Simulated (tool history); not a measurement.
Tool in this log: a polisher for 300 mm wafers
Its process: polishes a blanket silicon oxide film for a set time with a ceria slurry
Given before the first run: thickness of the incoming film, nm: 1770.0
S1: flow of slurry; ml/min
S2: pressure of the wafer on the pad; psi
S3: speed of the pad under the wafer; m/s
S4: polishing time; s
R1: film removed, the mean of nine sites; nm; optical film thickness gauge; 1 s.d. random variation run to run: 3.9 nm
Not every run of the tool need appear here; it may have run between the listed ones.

run 1 day=0 | S1=315 S2=3.3 S3=1.3 S4=99 | R1=698.13
run 2 day=0.225 | S1=315 S2=3.3 S3=1.3 S4=99 | R1=707.48
run 3 day=0.442 | S1=315 S2=3.3 S3=1.3 S4=104 | R1=735.06
run 4 day=0.471 | S1=315 S2=3.3 S3=1.52 S4=104 | R1=849.43
run 5 day=0.821 | S1=315 S2=3.3 S3=1.26 S4=104 | R1=722.21
run 6 day=0.946 | S1=370 S2=3.3 S3=1.26 S4=104 | R1=729.83
run 7 day=1.154 | S1=370 S2=3.3 S3=1.26 S4=104 | R1=725.83
run 8 day=1.288 | S1=370 S2=3.1 S3=1.26 S4=104 | R1=682.61
run 9 day=1.638 | S1=370 S2=3.1 S3=1.26 S4=104 | R1=697.82
run 10 day=1.896 | S1=365 S2=2.9 S3=1.26 S4=104 | R1=648.57
run 11 day=2.171 | S1=335 S2=2.5 S3=1.26 S4=104 | R1=551.22
run 12 day=2.221 | S1=345 S2=2.5 S3=1.26 S4=104 | R1=555.64
run 13 day=2.358 | S1=350 S2=2.5 S3=1.26 S4=104 | R1=558.52

Predict the results of run 14:
run 14 day=2.612 | S1=355 S2=2.5 S3=1.26 S4=104 | R1=?

{"run 14": {"R1": 553.26}}
